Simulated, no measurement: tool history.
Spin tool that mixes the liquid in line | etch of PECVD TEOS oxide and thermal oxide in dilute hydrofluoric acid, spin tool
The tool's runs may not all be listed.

run	day	temperature setpoint of the liquid (C)	parts of water to one part of 49 % hydrofluoric acid (parts by volume)	time under the liquid (s)	thickness taken off the PECVD TEOS oxide on a monitor wafer (angstrom)	thickness taken off the thermal oxide on a monitor wafer (angstrom)
1	0.000	26.0	130	180	241.61	71.317
2	0.267	26.0	95	180	343.22	99.691
3	0.467	26.0	125	180	250.75	73.151
4	0.838	26.0	125	245	341.50	99.949
5	0.996	26.0	170	245	236.16	70.200
6	1.125	29.0	170	245	267.55	77.168
7	1.371	29.5	160	245	294.93	84.123
8	1.696	29.5	150	245	311.65	92.995
9	1.871	30.0	145	245	338.29	96.237
10	2.192	30.0	140	245	348.41	102.330
11	2.442	30.5	140	245	353.97	103.230
12	2.671	31.0	135	245	372.67	108.600

What does the tool deliver on the next run?
13	2.767	31.5	135	245	?	?

Run 13 produced thickness taken off the PECVD TEOS oxide on a monitor wafer (angstrom) 384.00, thickness taken off the thermal oxide on a monitor wafer (angstrom) 114.130.

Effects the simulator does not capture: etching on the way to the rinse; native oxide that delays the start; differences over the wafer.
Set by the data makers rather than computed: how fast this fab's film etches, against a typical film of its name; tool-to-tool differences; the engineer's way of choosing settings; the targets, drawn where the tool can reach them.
